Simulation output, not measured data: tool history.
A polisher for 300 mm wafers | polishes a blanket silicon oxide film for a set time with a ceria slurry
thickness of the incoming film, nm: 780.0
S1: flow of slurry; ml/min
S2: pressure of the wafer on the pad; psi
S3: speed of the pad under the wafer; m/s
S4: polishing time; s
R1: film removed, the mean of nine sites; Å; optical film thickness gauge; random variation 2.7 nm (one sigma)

run	hour	S1	S2	S3	S4	R1
1	0.0	290	3.8	1.02	29	1502.00
2	4.3	290	2.9	1.02	29	1162.60
3	13.0	320	2.9	1.02	29	1136.00
4	21.3	320	3.4	1.04	29	1349.00
# hour 25.4: head pressure recalibrated
5	25.4	320	2.7	1.04	29	1037.70
6	31.0	320	1.9	1.04	29	732.06
7	39.1	320	2.6	1.06	29	1019.80
8	43.7	320	3.1	1.06	29	1214.40
9	50.9	315	3.5	1.06	29	1363.40
10	54.1	305	3.8	1.06	29	1453.90
11	55.5	305	4.1	1.08	29	1596.90
12	63.0	305	4.3	1.08	29	1644.90

Run 13 comes next. What will it give?
13	71.1	300	4.5	1.08	29	?

Run 13 gave R1 1747.60 Å.
